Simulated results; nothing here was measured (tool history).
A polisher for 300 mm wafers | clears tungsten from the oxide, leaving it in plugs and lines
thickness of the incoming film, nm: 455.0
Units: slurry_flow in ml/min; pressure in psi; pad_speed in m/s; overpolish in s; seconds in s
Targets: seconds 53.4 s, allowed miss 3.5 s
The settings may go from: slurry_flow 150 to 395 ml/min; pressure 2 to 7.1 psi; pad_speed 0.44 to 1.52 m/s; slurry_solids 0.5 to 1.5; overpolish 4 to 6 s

run,hour,slurry_flow,pressure,pad_speed,slurry_solids,overpolish,seconds
1,0,250,4.5,0.98,1,6,95.05
2,1.8,250,4.5,0.98,1,4,100.35
3,7.1,250,4.5,0.98,0.85,4,102.7
4,9.1,250,4.5,0.98,0.85,6,100.87
5,11.9,250,4.9,1,0.85,6,94.766
6,18,220,4.9,1,0.85,6,94.511
7,19.1,220,5.2,1.04,0.85,6,86.431
8,28,220,5.5,1.06,0.85,6,84.464
9,30,220,5.7,1.12,0.85,6,74.482
10,34.9,220,5.9,1.14,0.85,6,72.23
11,37.6,220,6.1,1.16,0.85,6,69.371
12,43.9,220,6.2,1.18,0.85,6,67.959
13,46.5,220,6.3,1.2,0.85,6,65.757
14,48.1,220,6.4,1.22,0.85,6,65.74

Which of these 5 next moves meets every target?
A,49.7,150,7.1,0.78,1.1,6,?
B,49.7,260,7.1,1.24,1,4,?
C,49.7,235,6.8,1.3,0.75,6,?
D,49.7,245,5.2,0.98,0.85,4,?
E,49.7,240,5,0.98,0.85,5,?

move,seconds
A,79.687
B,55.156
C,60.635
D,91.866
E,95.149
A: further off than the last run
B: meets every target
C: nearer than the last run, and not there yet
D: further off than the last run
E: further off than the last run
The right move is B.

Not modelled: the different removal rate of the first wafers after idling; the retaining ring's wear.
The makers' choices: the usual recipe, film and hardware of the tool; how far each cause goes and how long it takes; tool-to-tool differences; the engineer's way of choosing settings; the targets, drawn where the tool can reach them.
